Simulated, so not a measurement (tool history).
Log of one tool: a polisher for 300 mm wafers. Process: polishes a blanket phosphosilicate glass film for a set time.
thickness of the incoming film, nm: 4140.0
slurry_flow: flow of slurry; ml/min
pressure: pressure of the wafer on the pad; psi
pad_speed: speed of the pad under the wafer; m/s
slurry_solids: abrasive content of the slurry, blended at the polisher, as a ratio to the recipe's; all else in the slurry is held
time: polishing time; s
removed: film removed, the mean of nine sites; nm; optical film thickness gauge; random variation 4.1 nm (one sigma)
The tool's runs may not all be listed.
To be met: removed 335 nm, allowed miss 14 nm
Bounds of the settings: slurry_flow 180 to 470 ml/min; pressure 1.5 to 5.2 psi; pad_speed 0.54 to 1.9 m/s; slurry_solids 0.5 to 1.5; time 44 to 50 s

run 1 hour=0 | slurry_flow=300 pressure=3.3 pad_speed=1.22 slurry_solids=1 time=50 | removed=451.69
run 2 hour=3.4 | slurry_flow=300 pressure=3.3 pad_speed=1.22 slurry_solids=1.15 time=50 | removed=483.67
run 3 hour=12.2 | slurry_flow=300 pressure=3.3 pad_speed=0.98 slurry_solids=1.15 time=50 | removed=411.48
run 4 hour=17.4 | slurry_flow=300 pressure=3.3 pad_speed=0.98 slurry_solids=1.3 time=50 | removed=432.79
run 5 hour=25.7 | slurry_flow=300 pressure=3.3 pad_speed=0.98 slurry_solids=1.3 time=50 | removed=435.05
run 6 hour=26.9 | slurry_flow=300 pressure=3.3 pad_speed=0.98 slurry_solids=1.3 time=44 | removed=386.05
run 7 hour=33.2 | slurry_flow=300 pressure=3.2 pad_speed=0.98 slurry_solids=1.3 time=44 | removed=373.42
run 8 hour=40.4 | slurry_flow=300 pressure=3.1 pad_speed=0.98 slurry_solids=1.3 time=44 | removed=364.61
run 9 hour=46.8 | slurry_flow=300 pressure=3 pad_speed=0.98 slurry_solids=1.3 time=44 | removed=365.13

4 next moves are on the table. One of them brings every result within its allowed miss. Which?
run A hour=53.2 | slurry_flow=310 pressure=3 pad_speed=0.8 slurry_solids=1.15 time=50 | removed=?
run B hour=53.2 | slurry_flow=280 pressure=3 pad_speed=1 slurry_solids=1.3 time=45 | removed=?
run C hour=53.2 | slurry_flow=300 pressure=2.3 pad_speed=0.9 slurry_solids=1.35 time=45 | removed=?
run D hour=53.2 | slurry_flow=295 pressure=3.8 pad_speed=0.62 slurry_solids=1.5 time=44 | removed=?

move=A removed=333
move=B removed=377.86
move=C removed=308.16
move=D removed=311.66
A: meets every target
B: further off than the last run
C: takes the result that was furthest off past its target
D: takes the result that was furthest off past its target
Answer: A
